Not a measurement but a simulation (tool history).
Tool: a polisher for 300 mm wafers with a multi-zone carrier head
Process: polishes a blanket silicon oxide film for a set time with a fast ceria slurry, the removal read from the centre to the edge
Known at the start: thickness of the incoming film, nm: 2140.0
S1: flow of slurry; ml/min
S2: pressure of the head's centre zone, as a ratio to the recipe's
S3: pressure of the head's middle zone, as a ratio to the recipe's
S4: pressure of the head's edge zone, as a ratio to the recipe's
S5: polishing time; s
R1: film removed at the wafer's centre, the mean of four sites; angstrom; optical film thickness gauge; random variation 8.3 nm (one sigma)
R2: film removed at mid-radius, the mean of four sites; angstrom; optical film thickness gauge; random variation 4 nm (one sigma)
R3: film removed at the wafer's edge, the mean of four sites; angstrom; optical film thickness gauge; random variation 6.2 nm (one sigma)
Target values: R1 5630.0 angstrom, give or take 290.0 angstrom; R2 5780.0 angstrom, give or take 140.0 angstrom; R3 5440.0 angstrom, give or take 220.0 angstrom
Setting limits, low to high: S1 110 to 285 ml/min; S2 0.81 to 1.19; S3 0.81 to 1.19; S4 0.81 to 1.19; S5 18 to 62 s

run	hour	S1	S2	S3	S4	S5	R1	R2	R3
1	0.0	180	1.00	1.00	1.00	40	8378.3	8595.9	8773.7
2	8.5	180	1.00	1.00	0.98	38	8127.6	8321.3	8255.3
3	13.8	180	1.00	1.00	0.90	38	7887.8	8309.4	8011.8
4	15.7	180	1.00	1.00	0.89	36	7589.1	7870.3	7404.2
5	17.9	180	1.08	1.00	0.89	36	8248.3	7821.3	7500.5
6	22.3	180	1.06	0.99	0.88	34	7692.1	7310.2	7065.0
7	27.9	180	1.05	0.99	0.87	33	7349.8	6964.6	6748.7
8	28.9	180	1.04	0.99	0.86	32	7069.4	6816.1	6408.5
9	36.9	175	1.02	0.98	0.85	32	6873.1	6730.3	6403.7
10	41.5	170	1.01	0.98	0.84	31	6458.8	6484.2	6274.9
11	48.2	175	1.00	0.98	0.84	30	6323.1	6300.4	6019.2

Which single option among these 4 for the next run brings every result within its allowed miss of target? Just one does.
A	54.9	175	1.15	0.81	1.03	30	?	?	?
B	54.9	240	1.09	1.13	0.81	27	?	?	?
C	54.9	160	0.98	0.98	0.81	28	?	?	?
D	54.9	210	1.15	0.97	0.81	30	?	?	?

move	R1	R2	R3
A	7241.7	5447.6	6631.3
B	6529.8	6802.2	5509.8
C	5650.1	5859.9	5457.8
D	7495.5	6516.6	6052.3
A: the result that was furthest off in the last run now lies on the other side of its target
B: moves away from the targets compared with the last run
C: every result lands within tolerance
D: moves away from the targets compared with the last run
C is the move that brings every result within its allowed miss.
